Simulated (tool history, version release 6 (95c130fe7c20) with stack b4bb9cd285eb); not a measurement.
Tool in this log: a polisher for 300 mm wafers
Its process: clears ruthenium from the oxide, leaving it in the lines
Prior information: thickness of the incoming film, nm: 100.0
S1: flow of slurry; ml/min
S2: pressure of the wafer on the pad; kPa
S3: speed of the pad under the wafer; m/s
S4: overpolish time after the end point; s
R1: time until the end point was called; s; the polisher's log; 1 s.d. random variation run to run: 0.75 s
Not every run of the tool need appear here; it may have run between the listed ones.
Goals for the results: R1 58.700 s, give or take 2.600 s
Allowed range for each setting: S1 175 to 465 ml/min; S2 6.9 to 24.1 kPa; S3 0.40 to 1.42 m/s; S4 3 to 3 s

{"run": 1, "day": 0.0, "S1": 295, "S2": 15.2, "S3": 0.9, "S4": 3, "R1": 79.063}
{"run": 2, "day": 0.183, "S1": 295, "S2": 15.9, "S3": 0.9, "S4": 3, "R1": 76.145}
{"run": 3, "day": 0.375, "S1": 225, "S2": 15.9, "S3": 0.9, "S4": 3, "R1": 77.504}
{"run": 4, "day": 0.617, "S1": 225, "S2": 16.5, "S3": 0.9, "S4": 3, "R1": 73.207}
{"run": 5, "day": 0.912, "S1": 225, "S2": 17.2, "S3": 0.9, "S4": 3, "R1": 72.37}
{"run": 6, "day": 1.083, "S1": 225, "S2": 17.2, "S3": 0.9, "S4": 3, "R1": 70.208}
{"run": 7, "day": 1.225, "S1": 225, "S2": 17.9, "S3": 0.9, "S4": 3, "R1": 69.689}
{"run": 8, "day": 1.283, "S1": 225, "S2": 18.6, "S3": 0.9, "S4": 3, "R1": 67.066}
{"run": 9, "day": 1.333, "S1": 225, "S2": 19.3, "S3": 0.9, "S4": 3, "R1": 63.301}
{"run": 10, "day": 1.638, "S1": 225, "S2": 20.0, "S3": 0.9, "S4": 3, "R1": 62.564}

Below are 5 possible settings for the next run. Only one of them brings all results inside the allowed miss of their targets. Which is it?
{"run": "A", "day": 1.942, "S1": 245, "S2": 20.7, "S3": 0.94, "S4": 3, "R1": "?"}
{"run": "B", "day": 1.942, "S1": 250, "S2": 23.4, "S3": 0.86, "S4": 3, "R1": "?"}
{"run": "C", "day": 1.942, "S1": 280, "S2": 21.4, "S3": 1.0, "S4": 3, "R1": "?"}
{"run": "D", "day": 1.942, "S1": 175, "S2": 21.4, "S3": 1.0, "S4": 3, "R1": "?"}
{"run": "E", "day": 1.942, "S1": 220, "S2": 22.1, "S3": 1.0, "S4": 3, "R1": "?"}

move=A R1=58.800
move=B R1=55.215
move=C R1=54.112
move=D R1=55.621
move=E R1=53.196
A: in spec on every target
B: takes the result that was furthest off past its target
C: takes the result that was furthest off past its target
D: takes the result that was furthest off past its target
E: takes the result that was furthest off past its target
Move A is the one to make.
